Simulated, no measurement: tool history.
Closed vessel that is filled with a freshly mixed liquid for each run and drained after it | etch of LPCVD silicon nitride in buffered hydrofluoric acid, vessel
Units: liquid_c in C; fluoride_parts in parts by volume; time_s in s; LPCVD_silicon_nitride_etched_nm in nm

| run | hour | liquid_c | fluoride_parts | time_s | LPCVD_silicon_nitride_etched_nm |
|---|---|---|---|---|---|
| 1 | 0.0 | 24.0 | 7.0 | 795 | 15.873 |
| 2 | 1.9 | 26.5 | 6.5 | 805 | 20.245 |
| 3 | 6.1 | 26.5 | 5.0 | 805 | 25.121 |
| 4 | 7.8 | 29.0 | 5.0 | 805 | 28.834 |
| 5 | 13.5 | 29.0 | 6.0 | 805 | 25.180 |
| 6 | 15.2 | 29.0 | 5.0 | 805 | 28.798 |
| 7 | 20.5 | 30.0 | 5.0 | 805 | 30.721 |

Forecast run 8:
| 8 | 21.7 | 30.5 | 5.0 | 805 | ? |

LPCVD_silicon_nitride_etched_nm: 31.656 nm

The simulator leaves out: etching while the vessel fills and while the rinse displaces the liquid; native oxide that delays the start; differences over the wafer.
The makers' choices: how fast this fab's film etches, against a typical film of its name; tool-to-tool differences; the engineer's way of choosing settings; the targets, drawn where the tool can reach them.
